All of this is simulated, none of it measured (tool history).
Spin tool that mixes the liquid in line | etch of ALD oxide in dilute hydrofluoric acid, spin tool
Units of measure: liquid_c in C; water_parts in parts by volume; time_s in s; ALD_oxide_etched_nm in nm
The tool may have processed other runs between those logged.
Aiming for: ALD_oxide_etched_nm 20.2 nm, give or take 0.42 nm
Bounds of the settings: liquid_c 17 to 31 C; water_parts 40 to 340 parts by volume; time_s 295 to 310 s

run 1 hour=0 | liquid_c=23 water_parts=190 time_s=295 | ALD_oxide_etched_nm=12.59
run 2 hour=3.1 | liquid_c=23 water_parts=235 time_s=295 | ALD_oxide_etched_nm=9.7709
run 3 hour=7.5 | liquid_c=23 water_parts=265 time_s=295 | ALD_oxide_etched_nm=8.517
run 4 hour=8.5 | liquid_c=20 water_parts=265 time_s=295 | ALD_oxide_etched_nm=7.5844
run 5 hour=12.3 | liquid_c=22.5 water_parts=240 time_s=295 | ALD_oxide_etched_nm=9.3963
run 6 hour=14.9 | liquid_c=24.5 water_parts=220 time_s=295 | ALD_oxide_etched_nm=11.301
run 7 hour=19.9 | liquid_c=26 water_parts=205 time_s=295 | ALD_oxide_etched_nm=12.965
run 8 hour=24.4 | liquid_c=30 water_parts=150 time_s=295 | ALD_oxide_etched_nm=21.859
run 9 hour=30.8 | liquid_c=29.5 water_parts=150 time_s=295 | ALD_oxide_etched_nm=21.503
run 10 hour=32.7 | liquid_c=29 water_parts=150 time_s=295 | ALD_oxide_etched_nm=20.897
run 11 hour=41.2 | liquid_c=28.5 water_parts=150 time_s=295 | ALD_oxide_etched_nm=20.774

Below are 4 possible settings for the next run. Only one of them brings all results inside the allowed miss of their targets. Which is it?
run A hour=49.7 | liquid_c=30.5 water_parts=170 time_s=295 | ALD_oxide_etched_nm=?
run B hour=49.7 | liquid_c=30.5 water_parts=160 time_s=305 | ALD_oxide_etched_nm=?
run C hour=49.7 | liquid_c=25.5 water_parts=145 time_s=310 | ALD_oxide_etched_nm=?
run D hour=49.7 | liquid_c=29.5 water_parts=165 time_s=295 | ALD_oxide_etched_nm=?

move=A ALD_oxide_etched_nm=19.162
move=B ALD_oxide_etched_nm=21.325
move=C ALD_oxide_etched_nm=20.291
move=D ALD_oxide_etched_nm=19.177
A: the result that was furthest off in the last run now lies on the other side of its target
B: the biggest miss grows against the last run
C: every result within its allowed miss
D: the result that was furthest off in the last run now lies on the other side of its target
So the answer is move C, the one that meets all the targets.
